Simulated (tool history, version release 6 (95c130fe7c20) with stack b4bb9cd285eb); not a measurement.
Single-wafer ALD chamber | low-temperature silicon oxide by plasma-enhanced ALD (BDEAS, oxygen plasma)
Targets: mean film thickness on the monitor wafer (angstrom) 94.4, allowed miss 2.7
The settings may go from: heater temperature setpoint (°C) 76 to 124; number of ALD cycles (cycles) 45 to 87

run  hour  heater temperature setpoint (°C)  number of ALD cycles (cycles)  mean film thickness on the monitor wafer (angstrom)
  1     0                               100                             66                                               107.63
  2   0.8                                90                             66                                               110.85
  3   1.8                                92                             64                                               107.09
  4   5.7                                93                             62                                               103.05
  5  12.5                                94                             61                                               101.35
  6  16.6                                95                             60                                               99.348
  7  19.4                                96                             59                                                 97.4
  8  23.5                                96                             59                                               97.246

Which of these 4 next moves meets every target?
  A  27.6                                97                             57                                                    ?
  B  27.6                               104                             55                                                    ?
  C  27.6                                99                             53                                                    ?
  D  27.6                                91                             59                                                    ?

move  mean film thickness on the monitor wafer (angstrom)
   A                                               93.917
   B                                               89.099
   C                                               86.739
   D                                               99.172
A: meets every target
B: takes the result that was furthest off past its target
C: takes the result that was furthest off past its target
D: further off than the last run
Answer: A
